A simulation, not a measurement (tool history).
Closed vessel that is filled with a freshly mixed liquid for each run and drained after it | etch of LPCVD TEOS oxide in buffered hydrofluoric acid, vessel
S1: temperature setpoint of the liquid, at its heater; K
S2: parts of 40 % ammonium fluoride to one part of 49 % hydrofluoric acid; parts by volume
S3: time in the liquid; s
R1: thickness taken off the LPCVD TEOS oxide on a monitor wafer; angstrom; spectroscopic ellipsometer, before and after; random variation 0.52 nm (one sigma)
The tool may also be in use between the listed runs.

run  hour      S1    S2   S3       R1
  1   0.0  297.15  17.0   95  1399.00
  2   8.1  294.65  17.0   95  1226.00
  3  12.1  293.15  18.5   95  1022.20
  4  14.9  290.15  18.5   95   869.13
  5  23.1  290.15  18.5  105   963.50
  6  26.4  290.15  18.5  105   946.08
  7  28.7  290.15  20.0  105   886.25

Forecast run 8:
  8  32.8  290.15  21.0  105   ?

{"run 8": {"R1": 862.56}}
